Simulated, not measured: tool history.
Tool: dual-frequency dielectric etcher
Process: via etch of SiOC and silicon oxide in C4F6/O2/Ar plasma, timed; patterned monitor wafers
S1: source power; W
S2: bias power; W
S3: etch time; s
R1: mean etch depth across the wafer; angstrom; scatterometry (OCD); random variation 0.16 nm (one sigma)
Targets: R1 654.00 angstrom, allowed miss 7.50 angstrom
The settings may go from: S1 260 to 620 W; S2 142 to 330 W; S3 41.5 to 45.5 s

| run | hour | S1 | S2 | S3 | R1 |
|---|---|---|---|---|---|
| 1 | 0.0 | 440 | 236 | 45.5 | 562.33 |
| 2 | 2.6 | 490 | 238 | 45.5 | 591.66 |
| 3 | 9.0 | 520 | 239 | 45.5 | 610.21 |
| 4 | 12.8 | 540 | 240 | 45.5 | 621.57 |
| 5 | 17.2 | 540 | 214 | 45.5 | 598.77 |
| 6 | 25.8 | 540 | 189 | 45.5 | 580.93 |
| 7 | 30.0 | 560 | 199 | 45.5 | 593.58 |
| 8 | 38.7 | 580 | 209 | 45.5 | 618.04 |
| 9 | 41.7 | 620 | 222 | 45.5 | 644.13 |

Which of these 5 next moves meets every target?
| A | 44.7 | 590 | 229 | 45.5 | ? |
| B | 44.7 | 590 | 220 | 45.5 | ? |
| C | 44.7 | 600 | 238 | 44.5 | ? |
| D | 44.7 | 620 | 256 | 44.5 | ? |
| E | 44.7 | 620 | 220 | 45.0 | ? |

| move | R1 |
|---|---|
| A | 635.45 |
| B | 628.22 |
| C | 633.07 |
| D | 656.01 |
| E | 634.95 |
A: further off than the last run
B: further off than the last run
C: further off than the last run
D: meets every target
E: further off than the last run
The right move is D.
